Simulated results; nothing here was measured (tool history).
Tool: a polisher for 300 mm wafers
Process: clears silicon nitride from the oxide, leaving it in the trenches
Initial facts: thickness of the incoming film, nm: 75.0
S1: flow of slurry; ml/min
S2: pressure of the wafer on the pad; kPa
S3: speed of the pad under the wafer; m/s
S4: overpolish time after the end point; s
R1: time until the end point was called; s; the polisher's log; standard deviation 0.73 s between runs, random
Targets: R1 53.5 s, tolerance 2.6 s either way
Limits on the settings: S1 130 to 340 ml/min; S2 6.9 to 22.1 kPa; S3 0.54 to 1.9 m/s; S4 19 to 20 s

run,hour,S1,S2,S3,S4,R1
1,0,220,14.5,1.22,19,109.54
2,0.8,250,14.5,1.22,19,106.54
3,1.7,250,15.9,1.26,19,97.68
4,10,250,15.9,1.26,20,95.845
5,15.7,250,15.9,1.02,20,117.41
6,24.2,250,15.9,1.02,20,119.03
7,28.2,250,17.2,1.12,20,100.92
8,32.4,250,17.9,1.22,20,85.793
9,41,250,17.9,1.22,20,88.27
10,47.3,250,18.6,1.28,20,82.59
11,49.3,250,19.3,1.34,20,74.559
12,56.1,250,20,1.38,20,69.924
13,62.9,250,20.7,1.42,20,65.349
14,71.6,250,20.7,1.46,20,65.103
15,73.6,250,20.7,1.5,20,62.332
16,76.5,250,20.7,1.52,20,61.517
17,79.2,250,20.7,1.54,20,60.645

Below are 5 possible settings for the next run. Only one of them brings all results inside the allowed miss of their targets. Which is it?
A,81.9,235,22.1,1.38,20,?
B,81.9,195,22.1,1.3,20,?
C,81.9,265,22.1,1.62,20,?
D,81.9,260,19.3,1.42,19,?
E,81.9,245,20.7,1.36,19,?

move,R1
A,65.265
B,70.944
C,55.056
D,71.498
E,70.169
A: lands further from the targets than the last run did
B: lands further from the targets than the last run did
C: in spec on every target
D: lands further from the targets than the last run did
E: lands further from the targets than the last run did
Go with C: it meets all targets.

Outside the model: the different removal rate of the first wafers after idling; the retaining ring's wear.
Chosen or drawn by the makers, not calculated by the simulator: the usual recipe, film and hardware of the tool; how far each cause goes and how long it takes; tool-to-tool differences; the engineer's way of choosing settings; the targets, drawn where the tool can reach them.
